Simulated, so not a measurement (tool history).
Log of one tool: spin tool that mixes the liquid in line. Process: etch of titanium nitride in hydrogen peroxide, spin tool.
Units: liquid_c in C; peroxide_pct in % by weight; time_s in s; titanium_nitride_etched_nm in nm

Run 1, hour 0: liquid_c 52 C, peroxide_pct 19 % by weight, time_s 60 s. Result: titanium_nitride_etched_nm 3.082 nm.
Run 2, hour 1.6: liquid_c 54 C, peroxide_pct 19 % by weight, time_s 60 s. Result: titanium_nitride_etched_nm 3.5596 nm.
Run 3, hour 3.4: liquid_c 54 C, peroxide_pct 22.5 % by weight, time_s 60 s. Result: titanium_nitride_etched_nm 3.7038 nm.
Run 4, hour 6.6: liquid_c 55.5 C, peroxide_pct 22.5 % by weight, time_s 60 s. Result: titanium_nitride_etched_nm 4.1098 nm.
Run 5, hour 11.1: liquid_c 55.5 C, peroxide_pct 26 % by weight, time_s 60 s. Result: titanium_nitride_etched_nm 4.2092 nm.
Run 6, hour 17.9: liquid_c 56.5 C, peroxide_pct 26 % by weight, time_s 60 s. Result: titanium_nitride_etched_nm 4.5277 nm.

Run 7 comes next. What will it give?
Run 7, hour 19.7: liquid_c 56.5 C, peroxide_pct 26 % by weight, time_s 60 s. Result: titanium_nitride_etched_nm ?.

titanium_nitride_etched_nm: 4.5124 nm
